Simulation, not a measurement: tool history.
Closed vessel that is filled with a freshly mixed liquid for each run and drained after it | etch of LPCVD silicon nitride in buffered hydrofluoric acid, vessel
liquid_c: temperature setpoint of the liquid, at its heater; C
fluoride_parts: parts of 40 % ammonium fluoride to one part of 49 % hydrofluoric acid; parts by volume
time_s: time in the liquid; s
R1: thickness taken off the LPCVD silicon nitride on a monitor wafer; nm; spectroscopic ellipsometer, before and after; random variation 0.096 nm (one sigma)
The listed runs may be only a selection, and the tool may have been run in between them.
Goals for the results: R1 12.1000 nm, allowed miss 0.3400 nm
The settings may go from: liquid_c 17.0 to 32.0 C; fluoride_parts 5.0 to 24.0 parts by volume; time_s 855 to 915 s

run 1 hour=0.0 | liquid_c=24.0 fluoride_parts=14.5 time_s=855 | R1=9.7826
run 2 hour=8.7 | liquid_c=25.0 fluoride_parts=14.5 time_s=855 | R1=10.2940
run 3 hour=12.4 | liquid_c=26.0 fluoride_parts=14.5 time_s=855 | R1=10.7510
run 4 hour=21.1 | liquid_c=24.0 fluoride_parts=14.5 time_s=855 | R1=9.7659
run 5 hour=27.1 | liquid_c=24.0 fluoride_parts=14.5 time_s=915 | R1=10.3920
run 6 hour=34.9 | liquid_c=24.5 fluoride_parts=14.5 time_s=915 | R1=10.6280
run 7 hour=36.5 | liquid_c=27.5 fluoride_parts=14.5 time_s=915 | R1=12.3820
-- hour=40.7 thermometer replaced
run 8 hour=40.7 | liquid_c=27.0 fluoride_parts=14.5 time_s=915 | R1=11.0260

Below are 4 possible settings for the next run. Only one of them brings all results inside the allowed miss of their targets. Which is it?
run A hour=44.9 | liquid_c=28.5 fluoride_parts=13.5 time_s=855 | R1=?
run B hour=44.9 | liquid_c=25.0 fluoride_parts=13.5 time_s=915 | R1=?
run C hour=44.9 | liquid_c=25.5 fluoride_parts=13.5 time_s=855 | R1=?
run D hour=44.9 | liquid_c=23.5 fluoride_parts=10.0 time_s=915 | R1=?

move=A R1=12.1400
move=B R1=10.7690
move=C R1=10.3390
move=D R1=13.3020
A: hits every target within its allowed miss
B: further off than the last run
C: further off than the last run
D: the result that was furthest off in the last run now lies on the other side of its target
The move that meets every target is A.
